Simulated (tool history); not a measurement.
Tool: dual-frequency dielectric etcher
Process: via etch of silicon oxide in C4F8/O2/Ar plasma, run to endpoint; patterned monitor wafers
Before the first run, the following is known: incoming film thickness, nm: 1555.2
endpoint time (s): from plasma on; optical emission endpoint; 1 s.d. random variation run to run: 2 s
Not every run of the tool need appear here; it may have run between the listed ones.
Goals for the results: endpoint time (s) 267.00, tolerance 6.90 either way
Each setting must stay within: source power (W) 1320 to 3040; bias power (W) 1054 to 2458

| run | hour | source power (W) | bias power (W) | endpoint time (s) |
|---|---|---|---|---|
| 1 | 0.0 | 2180 | 1756 | 305.12 |
| 2 | 5.6 | 1970 | 1756 | 316.98 |
| 3 | 14.4 | 1970 | 1865 | 308.83 |
| 4 | 16.2 | 1670 | 1865 | 337.08 |
| 5 | 23.6 | 1520 | 1865 | 344.61 |
| 6 | 27.8 | 1770 | 1925 | 319.08 |
| 7 | 32.6 | 1930 | 1952 | 309.76 |
| 8 | 40.6 | 2080 | 1986 | 296.20 |
| 9 | 43.3 | 2180 | 2007 | 288.70 |
| 10 | 49.5 | 2260 | 2023 | 284.02 |

Which one of the following 5 next-run settings gets every result inside its allowed miss? There is exactly one.
| A | 55.7 | 2280 | 1752 | ? |
| B | 55.7 | 1880 | 2044 | ? |
| C | 55.7 | 2620 | 2073 | ? |
| D | 55.7 | 2040 | 2113 | ? |
| E | 55.7 | 2070 | 2021 | ? |

| move | endpoint time (s) |
|---|---|
| A | 301.41 |
| B | 309.78 |
| C | 267.03 |
| D | 295.31 |
| E | 298.30 |
A: the biggest miss grows against the last run
B: the biggest miss grows against the last run
C: in spec on every target
D: the biggest miss grows against the last run
E: the biggest miss grows against the last run
Correct choice: C, which meets every target

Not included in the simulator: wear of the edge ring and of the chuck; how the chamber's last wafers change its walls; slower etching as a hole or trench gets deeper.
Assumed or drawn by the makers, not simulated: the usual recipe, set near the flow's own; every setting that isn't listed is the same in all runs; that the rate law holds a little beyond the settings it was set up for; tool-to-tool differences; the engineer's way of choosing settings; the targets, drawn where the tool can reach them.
